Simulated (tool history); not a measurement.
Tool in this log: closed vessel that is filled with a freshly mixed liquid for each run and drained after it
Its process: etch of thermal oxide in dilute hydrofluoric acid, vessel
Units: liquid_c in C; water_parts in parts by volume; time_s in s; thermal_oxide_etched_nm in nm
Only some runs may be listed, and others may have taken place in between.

{"run": 1, "hour": 0.0, "liquid_c": 21.0, "water_parts": 45, "time_s": 995, "thermal_oxide_etched_nm": 89.283}
{"run": 2, "hour": 7.5, "liquid_c": 22.0, "water_parts": 45, "time_s": 995, "thermal_oxide_etched_nm": 94.027}
{"run": 3, "hour": 9.1, "liquid_c": 22.0, "water_parts": 45, "time_s": 1060, "thermal_oxide_etched_nm": 100.27}
{"run": 4, "hour": 16.3, "liquid_c": 22.0, "water_parts": 45, "time_s": 995, "thermal_oxide_etched_nm": 93.352}
{"run": 5, "hour": 20.4, "liquid_c": 22.5, "water_parts": 45, "time_s": 995, "thermal_oxide_etched_nm": 94.884}
{"run": 6, "hour": 29.1, "liquid_c": 22.5, "water_parts": 45, "time_s": 995, "thermal_oxide_etched_nm": 95.716}

Run 7 has not been measured yet. What should we expect?
{"run": 7, "hour": 36.4, "liquid_c": 23.0, "water_parts": 45, "time_s": 995, "thermal_oxide_etched_nm": "?"}

thermal_oxide_etched_nm: 96.479 nm

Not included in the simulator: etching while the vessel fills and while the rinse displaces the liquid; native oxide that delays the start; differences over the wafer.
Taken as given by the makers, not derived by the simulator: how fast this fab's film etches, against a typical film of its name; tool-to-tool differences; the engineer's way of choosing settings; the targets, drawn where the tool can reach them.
